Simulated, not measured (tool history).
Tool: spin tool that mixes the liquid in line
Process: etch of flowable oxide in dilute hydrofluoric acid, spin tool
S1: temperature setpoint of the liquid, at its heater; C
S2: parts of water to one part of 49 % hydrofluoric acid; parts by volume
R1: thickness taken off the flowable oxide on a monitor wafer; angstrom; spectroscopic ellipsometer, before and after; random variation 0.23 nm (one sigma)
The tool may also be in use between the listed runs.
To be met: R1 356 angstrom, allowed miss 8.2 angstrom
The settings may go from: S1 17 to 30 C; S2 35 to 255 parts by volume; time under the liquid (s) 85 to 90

Run 1, hour 0: S1 22 C, S2 145 parts by volume, time under the liquid (s) 85. Result: R1 223.67 angstrom.
Run 2, hour 7: S1 22 C, S2 175 parts by volume, time under the liquid (s) 85. Result: R1 180.11 angstrom.
Run 3, hour 7.7: S1 22 C, S2 175 parts by volume, time under the liquid (s) 85. Result: R1 179.77 angstrom.
Run 4, hour 10.2: S1 24.5 C, S2 160 parts by volume, time under the liquid (s) 85. Result: R1 220.65 angstrom.
Run 5, hour 11.9: S1 26 C, S2 150 parts by volume, time under the liquid (s) 85. Result: R1 252.16 angstrom.
Run 6, hour 18.3: S1 27 C, S2 140 parts by volume, time under the liquid (s) 85. Result: R1 280.01 angstrom.
Run 7, hour 21.2: S1 28 C, S2 135 parts by volume, time under the liquid (s) 85. Result: R1 307.89 angstrom.
Run 8, hour 23: S1 28.5 C, S2 130 parts by volume, time under the liquid (s) 85. Result: R1 327.09 angstrom.
Run 9, hour 24.4: S1 29 C, S2 130 parts by volume, time under the liquid (s) 85. Result: R1 332.93 angstrom.
Run 10, hour 30.1: S1 29.5 C, S2 130 parts by volume, time under the liquid (s) 85. Result: R1 337.49 angstrom.

Which of these 5 next moves meets every target?
Run A, hour 35.8: S1 25.5 C, S2 120 parts by volume, time under the liquid (s) 85. Result: R1 ?.
Run B, hour 35.8: S1 23 C, S2 100 parts by volume, time under the liquid (s) 85. Result: R1 ?.
Run C, hour 35.8: S1 27.5 C, S2 125 parts by volume, time under the liquid (s) 85. Result: R1 ?.
Run D, hour 35.8: S1 25.5 C, S2 115 parts by volume, time under the liquid (s) 85. Result: R1 ?.
Run E, hour 35.8: S1 30 C, S2 145 parts by volume, time under the liquid (s) 90. Result: R1 ?.

move      R1
   A  319.31
   B  355.93
   C   328.7
   D  335.26
   E  320.53
A: further off than the last run
B: meets every target
C: further off than the last run
D: further off than the last run
E: further off than the last run
Answer: B

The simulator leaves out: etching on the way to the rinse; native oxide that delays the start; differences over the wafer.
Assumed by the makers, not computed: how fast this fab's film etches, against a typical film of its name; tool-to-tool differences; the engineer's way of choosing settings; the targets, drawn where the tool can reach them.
